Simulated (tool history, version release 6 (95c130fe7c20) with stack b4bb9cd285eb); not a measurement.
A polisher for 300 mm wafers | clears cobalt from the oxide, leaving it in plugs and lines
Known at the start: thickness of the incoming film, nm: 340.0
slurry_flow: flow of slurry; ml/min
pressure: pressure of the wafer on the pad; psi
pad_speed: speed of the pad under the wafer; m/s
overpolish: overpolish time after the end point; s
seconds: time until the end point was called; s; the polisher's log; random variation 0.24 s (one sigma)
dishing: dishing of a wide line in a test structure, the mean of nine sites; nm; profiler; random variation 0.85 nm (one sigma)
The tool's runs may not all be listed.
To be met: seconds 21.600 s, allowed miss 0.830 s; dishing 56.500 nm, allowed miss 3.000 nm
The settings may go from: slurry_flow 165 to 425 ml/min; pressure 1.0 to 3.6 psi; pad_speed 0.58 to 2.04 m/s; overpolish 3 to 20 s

run,day,slurry_flow,pressure,pad_speed,overpolish,seconds,dishing
1,0.000,275,2.3,1.30,10,36.290,47.967
2,0.288,275,2.3,1.30,13,36.075,52.776
3,0.621,275,2.6,1.30,12,31.600,52.261
4,0.825,275,2.8,1.30,12,29.640,51.185
5,1.192,275,3.0,1.32,13,27.357,53.715
6,1.238,275,2.4,1.32,13,33.357,52.776
7,1.512,275,2.7,1.34,13,29.349,54.111
8,1.800,275,2.9,1.34,13,28.273,54.132
9,2.038,275,3.1,1.36,13,25.637,54.811
10,2.238,275,3.2,1.36,13,24.484,55.567
11,2.283,275,3.3,1.36,13,24.315,55.864
12,2.392,275,3.4,1.36,13,23.348,56.348

Which of these 4 next moves meets every target?
A,2.500,295,3.3,1.40,9,?,?
B,2.500,225,3.2,1.30,13,?,?
C,2.500,265,3.0,1.66,14,?,?
D,2.500,290,3.3,1.66,11,?,?

move,seconds,dishing
A,23.017,52.875
B,26.190,55.299
C,21.616,56.799
D,19.527,56.086
A: nearer than the last run, and not there yet
B: further off than the last run
C: meets every target
D: takes the result that was furthest off past its target
Answer: C

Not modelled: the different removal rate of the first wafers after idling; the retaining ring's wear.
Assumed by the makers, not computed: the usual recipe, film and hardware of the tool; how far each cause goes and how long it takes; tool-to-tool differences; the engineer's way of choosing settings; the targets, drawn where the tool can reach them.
